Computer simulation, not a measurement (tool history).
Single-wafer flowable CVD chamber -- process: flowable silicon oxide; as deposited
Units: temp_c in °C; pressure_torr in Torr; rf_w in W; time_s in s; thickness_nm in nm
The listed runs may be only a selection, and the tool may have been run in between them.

{"run": 1, "day": 0.0, "temp_c": 95, "pressure_torr": 0.929, "rf_w": 2245, "time_s": 700, "thickness_nm": 653.75}
{"run": 2, "day": 0.188, "temp_c": 96, "pressure_torr": 0.929, "rf_w": 2245, "time_s": 700, "thickness_nm": 632.55}
{"run": 3, "day": 0.533, "temp_c": 86, "pressure_torr": 0.929, "rf_w": 2245, "time_s": 700, "thickness_nm": 853.81}
{"run": 4, "day": 0.908, "temp_c": 89, "pressure_torr": 0.928, "rf_w": 2245, "time_s": 700, "thickness_nm": 783.54}
{"run": 5, "day": 1.146, "temp_c": 91, "pressure_torr": 0.927, "rf_w": 2245, "time_s": 700, "thickness_nm": 738.59}
{"run": 6, "day": 1.492, "temp_c": 82, "pressure_torr": 0.927, "rf_w": 2245, "time_s": 700, "thickness_nm": 951.9}

Run 7 has not been measured yet. What should we expect?
{"run": 7, "day": 1.554, "temp_c": 85, "pressure_torr": 0.926, "rf_w": 2245, "time_s": 700, "thickness_nm": "?"}

{"run 7": {"thickness_nm": 876.28}}

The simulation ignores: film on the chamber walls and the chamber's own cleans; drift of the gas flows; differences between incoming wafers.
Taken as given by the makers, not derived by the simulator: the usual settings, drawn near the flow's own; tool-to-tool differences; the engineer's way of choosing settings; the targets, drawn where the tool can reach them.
